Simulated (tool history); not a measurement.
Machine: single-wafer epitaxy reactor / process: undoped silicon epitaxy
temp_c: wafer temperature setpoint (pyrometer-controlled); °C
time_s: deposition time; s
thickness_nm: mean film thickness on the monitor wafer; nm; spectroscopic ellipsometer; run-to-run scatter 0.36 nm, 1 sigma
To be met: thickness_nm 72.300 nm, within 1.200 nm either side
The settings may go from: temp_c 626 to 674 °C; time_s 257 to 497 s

run	hour	temp_c	time_s	thickness_nm
1	0.0	650	377	66.760
2	5.4	651	377	68.020
3	7.0	642	377	56.762
4	8.3	649	377	65.035
5	17.0	649	332	57.590
6	24.1	645	332	52.652
7	30.9	648	332	56.226
8	37.4	651	332	60.240
9	45.3	653	332	62.656
10	52.7	654	332	63.038
11	53.6	662	333	74.187

Which one of the following 5 next-run settings gets every result inside its allowed miss? There is exactly one.
A	54.5	663	335	?
B	54.5	664	330	?
C	54.5	660	338	?
D	54.5	662	340	?
E	54.5	668	300	?

move	thickness_nm
A	75.698
B	75.975
C	72.196
D	75.402
E	74.403
A: moves away from the targets compared with the last run
B: moves away from the targets compared with the last run
C: every result lands within tolerance
D: moves away from the targets compared with the last run
E: moves away from the targets compared with the last run
Move C is the one to make.

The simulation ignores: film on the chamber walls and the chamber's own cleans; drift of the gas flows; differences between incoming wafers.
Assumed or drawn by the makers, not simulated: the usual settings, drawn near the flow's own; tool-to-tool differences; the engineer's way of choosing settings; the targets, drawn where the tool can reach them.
